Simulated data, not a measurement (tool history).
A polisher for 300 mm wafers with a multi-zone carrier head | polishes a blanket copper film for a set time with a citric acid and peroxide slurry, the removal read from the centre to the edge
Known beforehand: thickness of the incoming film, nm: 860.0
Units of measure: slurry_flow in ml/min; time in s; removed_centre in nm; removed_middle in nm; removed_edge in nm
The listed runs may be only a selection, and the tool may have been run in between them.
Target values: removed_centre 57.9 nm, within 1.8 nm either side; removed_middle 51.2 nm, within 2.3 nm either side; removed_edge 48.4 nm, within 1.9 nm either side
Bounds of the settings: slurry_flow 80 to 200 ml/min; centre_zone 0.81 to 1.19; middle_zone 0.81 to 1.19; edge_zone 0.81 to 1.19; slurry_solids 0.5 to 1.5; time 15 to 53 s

{"run": 1, "hour": 0.0, "slurry_flow": 130, "centre_zone": 1, "middle_zone": 1, "edge_zone": 1, "slurry_solids": 1, "time": 34, "removed_centre": 71.986, "removed_middle": 70.141, "removed_edge": 70.433}
{"run": 2, "hour": 1.7, "slurry_flow": 130, "centre_zone": 1, "middle_zone": 1, "edge_zone": 1, "slurry_solids": 1.15, "time": 34, "removed_centre": 72.857, "removed_middle": 72.715, "removed_edge": 72.522}
{"run": 3, "hour": 2.2, "slurry_flow": 105, "centre_zone": 1, "middle_zone": 1, "edge_zone": 1, "slurry_solids": 1.15, "time": 34, "removed_centre": 70.009, "removed_middle": 69.097, "removed_edge": 69.993}
{"run": 4, "hour": 4.5, "slurry_flow": 105, "centre_zone": 1.02, "middle_zone": 1, "edge_zone": 0.95, "slurry_solids": 1, "time": 32, "removed_centre": 64.487, "removed_middle": 63.942, "removed_edge": 63.944}
{"run": 5, "hour": 5.8, "slurry_flow": 115, "centre_zone": 1.07, "middle_zone": 1.01, "edge_zone": 0.93, "slurry_solids": 0.85, "time": 29, "removed_centre": 60.458, "removed_middle": 57.449, "removed_edge": 54.956}
{"run": 6, "hour": 11.9, "slurry_flow": 110, "centre_zone": 1.09, "middle_zone": 1, "edge_zone": 0.91, "slurry_solids": 0.8, "time": 29, "removed_centre": 60.304, "removed_middle": 54.932, "removed_edge": 52.982}
{"run": 7, "hour": 14.1, "slurry_flow": 105, "centre_zone": 1.1, "middle_zone": 1, "edge_zone": 0.89, "slurry_solids": 0.75, "time": 29, "removed_centre": 59.964, "removed_middle": 53.288, "removed_edge": 51.531}
{"run": 8, "hour": 15.8, "slurry_flow": 100, "centre_zone": 1.1, "middle_zone": 1, "edge_zone": 0.87, "slurry_solids": 0.75, "time": 29, "removed_centre": 58.576, "removed_middle": 54.057, "removed_edge": 50.266}

Exactly one of the 4 candidate moves below puts every result within its allowed miss. Which one?
{"run": "A", "hour": 17.5, "slurry_flow": 110, "centre_zone": 1.06, "middle_zone": 1.06, "edge_zone": 0.81, "slurry_solids": 0.85, "time": 29, "removed_centre": "?", "removed_middle": "?", "removed_edge": "?"}
{"run": "B", "hour": 17.5, "slurry_flow": 100, "centre_zone": 1, "middle_zone": 1.09, "edge_zone": 0.87, "slurry_solids": 0.75, "time": 31, "removed_centre": "?", "removed_middle": "?", "removed_edge": "?"}
{"run": "C", "hour": 17.5, "slurry_flow": 80, "centre_zone": 1.1, "middle_zone": 1, "edge_zone": 0.92, "slurry_solids": 1.15, "time": 27, "removed_centre": "?", "removed_middle": "?", "removed_edge": "?"}
{"run": "D", "hour": 17.5, "slurry_flow": 85, "centre_zone": 1.13, "middle_zone": 0.99, "edge_zone": 0.82, "slurry_solids": 1, "time": 27, "removed_centre": "?", "removed_middle": "?", "removed_edge": "?"}

move=A removed_centre=60.155 removed_middle=59.346 removed_edge=51.602
move=B removed_centre=57.673 removed_middle=61.962 removed_edge=54.59
move=C removed_centre=57.718 removed_middle=52.74 removed_edge=52.189
move=D removed_centre=58.305 removed_middle=51.308 removed_edge=48.405
A: further off than the last run
B: further off than the last run
C: brings the last run's worst result on target, with another outside its allowed miss
D: hits every target within its allowed miss
Answer: D
